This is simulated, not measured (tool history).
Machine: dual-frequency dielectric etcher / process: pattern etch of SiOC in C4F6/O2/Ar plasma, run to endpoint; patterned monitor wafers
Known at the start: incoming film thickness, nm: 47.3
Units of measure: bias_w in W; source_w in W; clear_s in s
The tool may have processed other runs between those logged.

run	hour	bias_w	source_w	clear_s
1	0.0	459	470	14.878
2	5.9	459	390	16.924
3	7.5	513	390	16.122
4	9.1	533	410	15.408
5	10.7	550	430	14.523
6	15.0	606	430	14.150
7	16.6	613	440	13.739
8	21.6	618	450	13.483

The next listed run, before its measurement:
9	29.6	622	460	?

Logged for run 9: clear_s 13.323 s.

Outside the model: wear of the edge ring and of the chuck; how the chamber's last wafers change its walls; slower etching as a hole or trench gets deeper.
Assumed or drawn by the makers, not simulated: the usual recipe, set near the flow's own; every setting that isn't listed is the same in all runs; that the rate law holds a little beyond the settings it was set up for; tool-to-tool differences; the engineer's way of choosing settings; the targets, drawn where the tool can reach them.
